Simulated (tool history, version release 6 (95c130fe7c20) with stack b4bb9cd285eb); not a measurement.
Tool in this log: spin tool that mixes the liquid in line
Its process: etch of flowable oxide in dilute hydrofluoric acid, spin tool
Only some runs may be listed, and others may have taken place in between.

run  hour  temperature setpoint of the liquid (C)  parts of water to one part of 49 % hydrofluoric acid (parts by volume)  time under the liquid (s)  thickness taken off the flowable oxide on a monitor wafer (Å)
  1     0                                      25                                                                     125                         85                                                         231.75
  2   4.2                                    26.5                                                                     125                         85                                                         246.36
  3   9.8                                    26.5                                                                     125                         65                                                         187.01
  4  10.8                                    26.5                                                                     115                         65                                                         205.37
  5  13.8                                    24.5                                                                     115                         65                                                         191.42
  6  18.7                                      23                                                                     115                         65                                                         180.85
  7  20.6                                    24.5                                                                     115                         65                                                         193.34
  8  21.4                                    24.5                                                                     115                         65                                                         191.46
  9  27.5                                    28.5                                                                     100                         65                                                         260.72
 10    31                                      29                                                                     100                         65                                                         265.87

Run 11 is up next; what results do you expect?
 11  36.8                                    29.5                                                                     100                         65                                                              ?

{"run 11": {"thickness taken off the flowable oxide on a monitor wafer (Å)": 274.67}}
